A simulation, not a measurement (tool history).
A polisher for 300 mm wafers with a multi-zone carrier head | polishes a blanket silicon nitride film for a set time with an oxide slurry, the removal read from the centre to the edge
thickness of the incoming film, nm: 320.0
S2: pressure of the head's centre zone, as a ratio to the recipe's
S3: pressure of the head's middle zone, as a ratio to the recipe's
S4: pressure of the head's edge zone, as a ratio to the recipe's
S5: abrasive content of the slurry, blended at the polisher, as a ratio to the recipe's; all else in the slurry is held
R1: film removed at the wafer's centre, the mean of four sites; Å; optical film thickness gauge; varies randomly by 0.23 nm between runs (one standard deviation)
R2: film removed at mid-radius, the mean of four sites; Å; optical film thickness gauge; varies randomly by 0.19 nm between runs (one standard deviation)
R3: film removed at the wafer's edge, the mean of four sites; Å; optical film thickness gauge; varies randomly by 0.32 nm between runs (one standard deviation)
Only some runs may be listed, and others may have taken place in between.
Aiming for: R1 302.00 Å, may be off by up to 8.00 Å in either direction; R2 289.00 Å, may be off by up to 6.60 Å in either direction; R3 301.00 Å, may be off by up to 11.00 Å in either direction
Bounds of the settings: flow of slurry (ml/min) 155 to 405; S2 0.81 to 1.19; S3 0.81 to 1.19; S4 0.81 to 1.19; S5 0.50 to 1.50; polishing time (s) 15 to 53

{"run": 1, "hour": 0.0, "flow of slurry (ml/min)": 260, "S2": 1.0, "S3": 1.0, "S4": 1.0, "S5": 1.0, "polishing time (s)": 34, "R1": 193.38, "R2": 191.64, "R3": 197.58}
{"run": 2, "hour": 5.5, "flow of slurry (ml/min)": 265, "S2": 1.01, "S3": 1.01, "S4": 1.02, "S5": 1.05, "polishing time (s)": 34, "R1": 200.83, "R2": 197.63, "R3": 200.05}
{"run": 3, "hour": 6.9, "flow of slurry (ml/min)": 265, "S2": 1.01, "S3": 1.01, "S4": 1.02, "S5": 1.05, "polishing time (s)": 41, "R1": 242.57, "R2": 238.54, "R3": 243.75}
{"run": 4, "hour": 12.6, "flow of slurry (ml/min)": 265, "S2": 1.01, "S3": 1.01, "S4": 1.02, "S5": 1.25, "polishing time (s)": 41, "R1": 258.95, "R2": 255.23, "R3": 255.72}
{"run": 5, "hour": 17.4, "flow of slurry (ml/min)": 265, "S2": 1.01, "S3": 1.01, "S4": 1.02, "S5": 1.15, "polishing time (s)": 41, "R1": 253.38, "R2": 245.37, "R3": 252.16}
{"run": 6, "hour": 23.5, "flow of slurry (ml/min)": 270, "S2": 1.01, "S3": 1.01, "S4": 1.04, "S5": 1.2, "polishing time (s)": 41, "R1": 255.75, "R2": 250.92, "R3": 259.93}
{"run": 7, "hour": 24.8, "flow of slurry (ml/min)": 280, "S2": 1.02, "S3": 1.02, "S4": 1.06, "S5": 1.2, "polishing time (s)": 41, "R1": 262.59, "R2": 252.48, "R3": 262.04}
{"run": 8, "hour": 33.7, "flow of slurry (ml/min)": 285, "S2": 1.02, "S3": 1.03, "S4": 1.08, "S5": 1.2, "polishing time (s)": 41, "R1": 261.33, "R2": 256.94, "R3": 266.22}
{"run": 9, "hour": 41.5, "flow of slurry (ml/min)": 295, "S2": 1.03, "S3": 1.04, "S4": 1.1, "S5": 1.2, "polishing time (s)": 41, "R1": 264.92, "R2": 259.19, "R3": 264.74}
{"run": 10, "hour": 42.9, "flow of slurry (ml/min)": 295, "S2": 1.03, "S3": 1.04, "S4": 1.11, "S5": 1.25, "polishing time (s)": 41, "R1": 271.56, "R2": 264.52, "R3": 265.02}
{"run": 11, "hour": 47.8, "flow of slurry (ml/min)": 295, "S2": 1.03, "S3": 1.03, "S4": 1.12, "S5": 1.3, "polishing time (s)": 41, "R1": 270.63, "R2": 266.16, "R3": 272.08}
{"run": 12, "hour": 55.7, "flow of slurry (ml/min)": 300, "S2": 1.03, "S3": 1.03, "S4": 1.13, "S5": 1.35, "polishing time (s)": 41, "R1": 273.42, "R2": 267.19, "R3": 274.88}

Pick the move, out of 5, that brings all results within their allowed miss; only one does.
{"run": "A", "hour": 63.6, "flow of slurry (ml/min)": 310, "S2": 0.91, "S3": 0.85, "S4": 1.19, "S5": 1.0, "polishing time (s)": 48, "R1": "?", "R2": "?", "R3": "?"}
{"run": "B", "hour": 63.6, "flow of slurry (ml/min)": 285, "S2": 1.04, "S3": 0.94, "S4": 1.15, "S5": 1.35, "polishing time (s)": 44, "R1": "?", "R2": "?", "R3": "?"}
{"run": "C", "hour": 63.6, "flow of slurry (ml/min)": 315, "S2": 0.96, "S3": 1.07, "S4": 1.15, "S5": 1.35, "polishing time (s)": 41, "R1": "?", "R2": "?", "R3": "?"}
{"run": "D", "hour": 63.6, "flow of slurry (ml/min)": 325, "S2": 0.91, "S3": 0.93, "S4": 1.19, "S5": 1.3, "polishing time (s)": 41, "R1": "?", "R2": "?", "R3": "?"}
{"run": "E", "hour": 63.6, "flow of slurry (ml/min)": 345, "S2": 1.04, "S3": 1.02, "S4": 1.1, "S5": 1.45, "polishing time (s)": 43, "R1": "?", "R2": "?", "R3": "?"}

move=A R1=256.43 R2=240.17 R3=304.21
move=B R1=296.66 R2=263.89 R3=302.47
move=C R1=257.91 R2=277.02 R3=283.37
move=D R1=241.76 R2=243.70 R3=285.93
move=E R1=302.75 R2=287.79 R3=299.47
A: moves away from the targets compared with the last run
B: puts the biggest miss on target and leaves a different result outside tolerance
C: moves away from the targets compared with the last run
D: moves away from the targets compared with the last run
E: all results in spec
Go with E: it meets all targets.
